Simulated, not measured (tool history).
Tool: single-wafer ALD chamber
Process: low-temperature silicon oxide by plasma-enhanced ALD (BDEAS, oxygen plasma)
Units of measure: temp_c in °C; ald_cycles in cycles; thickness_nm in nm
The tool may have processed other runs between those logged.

Run 1, hour 0: temp_c 100 °C, ald_cycles 55 cycles. Result: thickness_nm 7.8142 nm.
Run 2, hour 8.6: temp_c 101 °C, ald_cycles 53 cycles. Result: thickness_nm 7.5249 nm.
Run 3, hour 11.5: temp_c 101 °C, ald_cycles 56 cycles. Result: thickness_nm 7.9077 nm.
Run 4, hour 12.2: temp_c 103 °C, ald_cycles 54 cycles. Result: thickness_nm 7.6217 nm.
Run 5, hour 20.3: temp_c 110 °C, ald_cycles 54 cycles. Result: thickness_nm 7.5597 nm.
Run 6, hour 26.2: temp_c 110 °C, ald_cycles 59 cycles. Result: thickness_nm 8.2188 nm.
Run 7, hour 31.9: temp_c 110 °C, ald_cycles 56 cycles. Result: thickness_nm 7.7916 nm.
Run 8, hour 36: temp_c 110 °C, ald_cycles 56 cycles. Result: thickness_nm 7.811 nm.
Run 9, hour 39.8: temp_c 110 °C, ald_cycles 54 cycles. Result: thickness_nm 7.4836 nm.
Run 10, hour 42.1: temp_c 111 °C, ald_cycles 53 cycles. Result: thickness_nm 7.3364 nm.

Run 11 is up next; what results do you expect?
Run 11, hour 43.3: temp_c 116 °C, ald_cycles 45 cycles. Result: thickness_nm ?.

thickness_nm: 6.1746 nm
